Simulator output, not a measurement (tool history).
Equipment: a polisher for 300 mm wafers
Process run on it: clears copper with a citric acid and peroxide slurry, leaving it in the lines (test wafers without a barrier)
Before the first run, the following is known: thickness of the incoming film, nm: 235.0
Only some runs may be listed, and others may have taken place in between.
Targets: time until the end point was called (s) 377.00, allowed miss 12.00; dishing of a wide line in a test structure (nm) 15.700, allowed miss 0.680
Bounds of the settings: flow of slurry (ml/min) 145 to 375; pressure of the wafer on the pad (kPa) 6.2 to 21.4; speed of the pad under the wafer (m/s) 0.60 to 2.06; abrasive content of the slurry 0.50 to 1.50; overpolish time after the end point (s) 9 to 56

| run | hour | flow of slurry (ml/min) | pressure of the wafer on the pad (kPa) | speed of the pad under the wafer (m/s) | abrasive content of the slurry | overpolish time after the end point (s) | time until the end point was called (s) | dishing of a wide line in a test structure (nm) |
|---|---|---|---|---|---|---|---|---|
| 1 | 0.0 | 240 | 13.8 | 1.32 | 1.00 | 29 | 148.94 | 24.531 |
| 2 | 7.2 | 260 | 13.8 | 1.32 | 1.00 | 29 | 147.55 | 25.259 |
| 3 | 11.2 | 220 | 13.8 | 1.32 | 1.00 | 29 | 154.13 | 24.455 |
| 4 | 13.1 | 270 | 13.8 | 1.32 | 1.00 | 29 | 148.27 | 24.834 |
| 5 | 14.2 | 270 | 15.2 | 1.32 | 1.00 | 29 | 136.39 | 26.004 |
| 6 | 17.0 | 270 | 13.1 | 1.32 | 1.00 | 29 | 153.49 | 24.255 |
| 7 | 19.7 | 245 | 9.0 | 0.96 | 0.95 | 35 | 310.64 | 16.531 |
| 8 | 20.4 | 195 | 6.9 | 0.96 | 0.95 | 40 | 414.62 | 15.110 |
| 9 | 28.3 | 210 | 6.9 | 0.96 | 0.95 | 40 | 399.44 | 14.938 |
| 10 | 30.6 | 220 | 6.9 | 0.96 | 0.95 | 40 | 401.81 | 15.066 |
| 11 | 38.0 | 230 | 6.9 | 0.96 | 0.95 | 40 | 395.65 | 15.399 |
| 12 | 45.5 | 240 | 6.9 | 0.96 | 0.95 | 40 | 393.35 | 15.672 |
| 13 | 49.5 | 245 | 6.9 | 0.96 | 0.95 | 39 | 394.40 | 15.109 |
| 14 | 55.6 | 250 | 6.9 | 0.96 | 0.95 | 39 | 394.58 | 14.780 |
| 15 | 56.6 | 255 | 6.9 | 0.96 | 0.95 | 40 | 390.32 | 15.331 |
| 16 | 62.5 | 260 | 6.9 | 0.96 | 0.95 | 40 | 390.89 | 15.346 |
| 17 | 64.3 | 265 | 6.9 | 0.96 | 0.95 | 40 | 395.36 | 15.121 |
| 18 | 67.1 | 265 | 7.6 | 0.96 | 0.95 | 40 | 359.75 | 16.523 |
| 19 | 72.1 | 255 | 7.6 | 0.96 | 0.95 | 40 | 364.96 | 16.275 |
| 20 | 76.5 | 250 | 7.6 | 0.96 | 0.95 | 40 | 358.64 | 16.602 |

4 next moves are on the table. One of them brings every result within its allowed miss. Which?
| A | 80.9 | 220 | 6.2 | 1.10 | 1.10 | 40 | ? | ? |
| B | 80.9 | 260 | 6.9 | 0.90 | 0.95 | 39 | ? | ? |
| C | 80.9 | 165 | 7.6 | 0.94 | 0.95 | 41 | ? | ? |
| D | 80.9 | 250 | 6.9 | 0.98 | 0.80 | 36 | ? | ? |

| move | time until the end point was called (s) | dishing of a wide line in a test structure (nm) |
|---|---|---|
| A | 380.47 | 15.880 |
| B | 420.08 | 14.521 |
| C | 394.89 | 15.872 |
| D | 404.24 | 14.035 |
A: every result within its allowed miss
B: pushes the last run's worst result past its target
C: pushes the last run's worst result past its target
D: pushes the last run's worst result past its target
Answer: A
